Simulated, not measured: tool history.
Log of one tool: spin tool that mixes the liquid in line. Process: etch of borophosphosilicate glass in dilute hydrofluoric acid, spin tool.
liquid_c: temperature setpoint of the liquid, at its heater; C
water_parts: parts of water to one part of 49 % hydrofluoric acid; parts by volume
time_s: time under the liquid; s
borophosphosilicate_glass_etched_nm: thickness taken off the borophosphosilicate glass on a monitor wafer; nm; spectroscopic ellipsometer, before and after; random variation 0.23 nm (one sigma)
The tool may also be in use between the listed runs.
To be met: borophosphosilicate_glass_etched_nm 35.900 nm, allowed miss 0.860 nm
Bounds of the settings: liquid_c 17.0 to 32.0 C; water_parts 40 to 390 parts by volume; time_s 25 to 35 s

run    day  liquid_c  water_parts  time_s  borophosphosilicate_glass_etched_nm
  1  0.000      24.0          215      35                               13.849
  2  0.279      25.0          200      35                               15.744
  3  0.529      26.0          190      35                               17.475
  4  0.779      24.0          190      35                               16.186
  5  0.850      25.0          180      35                               17.931
  6  1.000      26.0          170      35                               19.840
  7  1.279      26.5          165      35                               21.216
  8  1.588      30.5          105      35                               41.191
  9  1.808      30.0          105      35                               40.565
 10  1.929      29.0          105      35                               39.326
 11  2.242      28.0          105      35                               37.742
 12  2.346      27.5          105      35                               37.173

5 next moves are on the table. One of them brings every result within its allowed miss. Which?
  A  2.450      30.5          115      35                                    ?
  B  2.450      25.5           95      35                                    ?
  C  2.450      28.0          110      35                                    ?
  D  2.450      25.0           95      35                                    ?
  E  2.450      28.0          105      35                                    ?

move  borophosphosilicate_glass_etched_nm
   A                               37.650
   B                               38.706
   C                               36.097
   D                               37.952
   E                               38.068
A: further off than the last run
B: further off than the last run
C: meets every target
D: further off than the last run
E: further off than the last run
Move C is the one to make.
